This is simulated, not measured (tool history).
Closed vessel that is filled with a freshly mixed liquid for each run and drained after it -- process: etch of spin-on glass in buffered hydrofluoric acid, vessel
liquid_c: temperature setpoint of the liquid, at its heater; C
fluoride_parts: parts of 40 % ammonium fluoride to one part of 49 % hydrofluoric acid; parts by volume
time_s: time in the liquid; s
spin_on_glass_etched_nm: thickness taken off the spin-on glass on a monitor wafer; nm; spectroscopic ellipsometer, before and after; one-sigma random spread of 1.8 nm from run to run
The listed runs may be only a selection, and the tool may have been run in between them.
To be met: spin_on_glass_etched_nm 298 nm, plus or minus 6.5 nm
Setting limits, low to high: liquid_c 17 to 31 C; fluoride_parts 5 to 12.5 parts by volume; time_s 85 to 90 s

{"run": 1, "hour": 0.0, "liquid_c": 23, "fluoride_parts": 7.5, "time_s": 85, "spin_on_glass_etched_nm": 507.55}
{"run": 2, "hour": 7.5, "liquid_c": 21.5, "fluoride_parts": 8, "time_s": 85, "spin_on_glass_etched_nm": 438.84}
{"run": 3, "hour": 9.9, "liquid_c": 24, "fluoride_parts": 8, "time_s": 85, "spin_on_glass_etched_nm": 496.99}
{"run": 4, "hour": 14.4, "liquid_c": 20.5, "fluoride_parts": 8, "time_s": 85, "spin_on_glass_etched_nm": 411.84}
{"run": 5, "hour": 19.4, "liquid_c": 19.5, "fluoride_parts": 8, "time_s": 85, "spin_on_glass_etched_nm": 392.41}
{"run": 6, "hour": 25.4, "liquid_c": 19.5, "fluoride_parts": 8, "time_s": 90, "spin_on_glass_etched_nm": 415.25}
{"run": 7, "hour": 31.5, "liquid_c": 19, "fluoride_parts": 8.5, "time_s": 90, "spin_on_glass_etched_nm": 373.92}
{"run": 8, "hour": 38.4, "liquid_c": 18.5, "fluoride_parts": 8.5, "time_s": 90, "spin_on_glass_etched_nm": 365.68}
{"run": 9, "hour": 45.3, "liquid_c": 18, "fluoride_parts": 8.5, "time_s": 90, "spin_on_glass_etched_nm": 355.38}
{"run": 10, "hour": 47.8, "liquid_c": 17.5, "fluoride_parts": 9, "time_s": 90, "spin_on_glass_etched_nm": 323.78}
{"run": 11, "hour": 53.8, "liquid_c": 17, "fluoride_parts": 9, "time_s": 90, "spin_on_glass_etched_nm": 316.47}
{"run": 12, "hour": 60.4, "liquid_c": 17, "fluoride_parts": 9.5, "time_s": 90, "spin_on_glass_etched_nm": 306.54}
{"run": 13, "hour": 66.8, "liquid_c": 17, "fluoride_parts": 9.5, "time_s": 90, "spin_on_glass_etched_nm": 300.98}
{"run": 14, "hour": 74.9, "liquid_c": 17.5, "fluoride_parts": 9.5, "time_s": 90, "spin_on_glass_etched_nm": 316.17}
{"run": 15, "hour": 79.7, "liquid_c": 17.5, "fluoride_parts": 9.5, "time_s": 90, "spin_on_glass_etched_nm": 315.68}
{"run": 16, "hour": 83.1, "liquid_c": 17, "fluoride_parts": 9.5, "time_s": 90, "spin_on_glass_etched_nm": 306.66}

Pick the move, out of 4, that brings all results within their allowed miss; only one does.
{"run": "A", "hour": 86.5, "liquid_c": 17, "fluoride_parts": 8.5, "time_s": 90, "spin_on_glass_etched_nm": "?"}
{"run": "B", "hour": 86.5, "liquid_c": 18, "fluoride_parts": 10, "time_s": 90, "spin_on_glass_etched_nm": "?"}
{"run": "C", "hour": 86.5, "liquid_c": 19, "fluoride_parts": 10, "time_s": 85, "spin_on_glass_etched_nm": "?"}
{"run": "D", "hour": 86.5, "liquid_c": 17, "fluoride_parts": 10, "time_s": 90, "spin_on_glass_etched_nm": "?"}

move=A spin_on_glass_etched_nm=334.74
move=B spin_on_glass_etched_nm=311.61
move=C spin_on_glass_etched_nm=311.42
move=D spin_on_glass_etched_nm=294.36
A: lands further from the targets than the last run did
B: lands further from the targets than the last run did
C: lands further from the targets than the last run did
D: each result inside its tolerance
Go with D: it meets all targets.
